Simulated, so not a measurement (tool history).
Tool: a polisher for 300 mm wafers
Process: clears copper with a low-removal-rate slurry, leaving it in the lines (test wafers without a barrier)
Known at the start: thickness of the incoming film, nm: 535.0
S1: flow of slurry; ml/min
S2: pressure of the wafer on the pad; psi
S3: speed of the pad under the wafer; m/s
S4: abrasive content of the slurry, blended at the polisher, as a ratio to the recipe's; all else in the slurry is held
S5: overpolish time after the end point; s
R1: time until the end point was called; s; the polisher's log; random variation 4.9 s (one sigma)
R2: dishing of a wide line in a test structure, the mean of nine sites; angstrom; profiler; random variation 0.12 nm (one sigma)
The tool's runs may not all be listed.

run	day	S1	S2	S3	S4	S5	R1	R2
1	0	195	3.7	1.32	1	11	128.39	177.1
2	0.05	195	3.7	1.48	1	11	114.2	177.86
3	0.421	195	3.7	1.48	0.8	11	121.35	174.83
4	0.633	185	3.4	1.42	0.75	10	140.44	151.25
5	0.992	185	2.5	1.42	0.75	10	189.17	134.54
6	1.096	175	2.4	1.38	0.7	9	216.88	121.46
7	1.183	165	2.3	1.38	0.65	8	225.45	103.49
8	1.342	165	2.3	1.38	0.65	8	223.63	103.54

The next listed run, before its measurement:
# day 1.575: slurry blender recalibrated
9	1.575	160	2.2	1.36	0.65	7	?	?

R1: 229.33 s
R2: 94.675 angstrom
